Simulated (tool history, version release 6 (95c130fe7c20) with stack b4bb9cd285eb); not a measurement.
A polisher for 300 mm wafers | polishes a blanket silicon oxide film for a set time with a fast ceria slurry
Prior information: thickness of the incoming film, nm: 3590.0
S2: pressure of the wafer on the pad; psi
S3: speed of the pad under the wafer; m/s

run 1 hour=0 | flow_of_slurry_(ml/min)=140 S2=3.3 S3=1.24 polishing_time_(s)=70 | film_removed_(angstrom)=17288
run 2 hour=7.1 | flow_of_slurry_(ml/min)=150 S2=3.4 S3=1.24 polishing_time_(s)=70 | film_removed_(angstrom)=18245
run 3 hour=14.4 | flow_of_slurry_(ml/min)=175 S2=3.4 S3=1.24 polishing_time_(s)=70 | film_removed_(angstrom)=18578
run 4 hour=20.5 | flow_of_slurry_(ml/min)=175 S2=3.4 S3=0.98 polishing_time_(s)=70 | film_removed_(angstrom)=14812
run 5 hour=21.6 | flow_of_slurry_(ml/min)=180 S2=3.6 S3=0.98 polishing_time_(s)=70 | film_removed_(angstrom)=15822
run 6 hour=29.7 | flow_of_slurry_(ml/min)=185 S2=3.8 S3=0.98 polishing_time_(s)=70 | film_removed_(angstrom)=16742
run 7 hour=30.7 | flow_of_slurry_(ml/min)=190 S2=3.9 S3=0.98 polishing_time_(s)=70 | film_removed_(angstrom)=17011
run 8 hour=33.4 | flow_of_slurry_(ml/min)=190 S2=4.1 S3=0.98 polishing_time_(s)=70 | film_removed_(angstrom)=18236
run 9 hour=40.6 | flow_of_slurry_(ml/min)=190 S2=4.2 S3=0.98 polishing_time_(s)=70 | film_removed_(angstrom)=18519
run 10 hour=44.7 | flow_of_slurry_(ml/min)=190 S2=4.3 S3=0.98 polishing_time_(s)=70 | film_removed_(angstrom)=19076

Estimate the outcome of run 11 from the log above:
run 11 hour=47.4 | flow_of_slurry_(ml/min)=210 S2=4.6 S3=0.98 polishing_time_(s)=70 | film_removed_(angstrom)=?

film removed (angstrom): 20614
